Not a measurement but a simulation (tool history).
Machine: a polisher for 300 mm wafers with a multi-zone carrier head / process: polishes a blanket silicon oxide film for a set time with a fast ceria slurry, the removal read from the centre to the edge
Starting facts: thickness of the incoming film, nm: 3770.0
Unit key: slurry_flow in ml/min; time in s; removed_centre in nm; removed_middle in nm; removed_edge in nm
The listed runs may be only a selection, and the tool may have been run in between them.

| run | day | slurry_flow | centre_zone | middle_zone | edge_zone | time | removed_centre | removed_middle | removed_edge |
|---|---|---|---|---|---|---|---|---|---|
| 1 | 0.000 | 210 | 1.00 | 1.00 | 1.00 | 33 | 597.68 | 611.40 | 599.84 |
| 2 | 0.204 | 200 | 0.95 | 0.99 | 0.96 | 28 | 483.55 | 502.32 | 498.24 |
| 3 | 0.375 | 220 | 0.95 | 0.99 | 0.96 | 28 | 483.37 | 510.33 | 501.42 |
| 4 | 0.696 | 220 | 0.95 | 0.99 | 0.96 | 20 | 344.39 | 367.41 | 362.43 |
| 5 | 1.054 | 220 | 0.93 | 1.00 | 0.95 | 19 | 322.18 | 356.39 | 343.12 |
| 6 | 1.262 | 220 | 0.93 | 0.95 | 0.95 | 19 | 326.72 | 342.24 | 348.12 |
| 7 | 1.396 | 220 | 0.90 | 0.96 | 0.93 | 19 | 309.80 | 336.95 | 333.92 |

Expected results for the next run?
| 8 | 1.521 | 220 | 0.89 | 0.97 | 0.93 | 19 | ? | ? | ? |

Run 8 yielded removed_centre 302.97 nm, removed_middle 342.28 nm, removed_edge 332.16 nm.

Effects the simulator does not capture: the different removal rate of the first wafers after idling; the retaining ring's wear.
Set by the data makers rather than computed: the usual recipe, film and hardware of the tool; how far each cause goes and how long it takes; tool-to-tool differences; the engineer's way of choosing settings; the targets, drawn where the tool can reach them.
